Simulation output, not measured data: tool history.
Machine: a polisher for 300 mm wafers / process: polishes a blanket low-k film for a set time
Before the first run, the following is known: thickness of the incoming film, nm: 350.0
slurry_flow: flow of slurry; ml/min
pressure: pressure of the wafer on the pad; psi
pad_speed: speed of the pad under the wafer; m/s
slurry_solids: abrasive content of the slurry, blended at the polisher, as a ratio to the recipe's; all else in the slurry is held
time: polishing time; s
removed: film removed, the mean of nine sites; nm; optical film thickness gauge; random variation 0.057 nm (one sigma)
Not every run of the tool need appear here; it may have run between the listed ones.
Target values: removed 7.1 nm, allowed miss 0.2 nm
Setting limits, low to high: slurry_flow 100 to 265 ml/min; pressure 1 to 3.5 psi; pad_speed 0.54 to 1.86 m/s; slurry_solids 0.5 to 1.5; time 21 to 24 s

run 1 hour=0 | slurry_flow=170 pressure=2.2 pad_speed=1.18 slurry_solids=1 time=24 | removed=12.961
run 2 hour=7.5 | slurry_flow=140 pressure=2.2 pad_speed=1.18 slurry_solids=1 time=24 | removed=12.296
run 3 hour=11.4 | slurry_flow=140 pressure=2.2 pad_speed=1.02 slurry_solids=1 time=24 | removed=11.188
run 4 hour=15.2 | slurry_flow=140 pressure=1.8 pad_speed=1.02 slurry_solids=1 time=24 | removed=9.2769
run 5 hour=18 | slurry_flow=140 pressure=1.8 pad_speed=0.78 slurry_solids=1 time=24 | removed=7.6344
run 6 hour=21 | slurry_flow=140 pressure=1.8 pad_speed=0.78 slurry_solids=1.2 time=24 | removed=8.6969
run 7 hour=28.1 | slurry_flow=135 pressure=1.7 pad_speed=0.78 slurry_solids=1.2 time=24 | removed=7.8919
run 8 hour=34.8 | slurry_flow=130 pressure=1.7 pad_speed=0.78 slurry_solids=1.2 time=24 | removed=7.9381
-- hour=36.1 slurry nozzle cleaned
run 9 hour=36.1 | slurry_flow=125 pressure=1.7 pad_speed=0.78 slurry_solids=1.2 time=24 | removed=8.4639
run 10 hour=43.9 | slurry_flow=145 pressure=1.7 pad_speed=0.78 slurry_solids=1.2 time=24 | removed=8.7764
run 11 hour=51 | slurry_flow=130 pressure=1.7 pad_speed=0.78 slurry_solids=1.2 time=24 | removed=8.6367
run 12 hour=57.2 | slurry_flow=130 pressure=1.6 pad_speed=0.78 slurry_solids=1.2 time=24 | removed=7.9821

Which single option among these 4 for the next run brings every result within its allowed miss of target? Just one does.
run A hour=63.4 | slurry_flow=155 pressure=2 pad_speed=0.58 slurry_solids=1.1 time=22 | removed=?
run B hour=63.4 | slurry_flow=135 pressure=1.4 pad_speed=0.72 slurry_solids=1.45 time=23 | removed=?
run C hour=63.4 | slurry_flow=125 pressure=1.7 pad_speed=0.8 slurry_solids=1.4 time=24 | removed=?
run D hour=63.4 | slurry_flow=125 pressure=2 pad_speed=0.72 slurry_solids=1.3 time=24 | removed=?

move=A removed=7.6652
move=B removed=7.2343
move=C removed=9.3966
move=D removed=9.9427
A: gains on the last run, yet a result remains outside its allowed miss
B: hits every target within its allowed miss
C: moves away from the targets compared with the last run
D: moves away from the targets compared with the last run
Correct choice: B, which meets every target
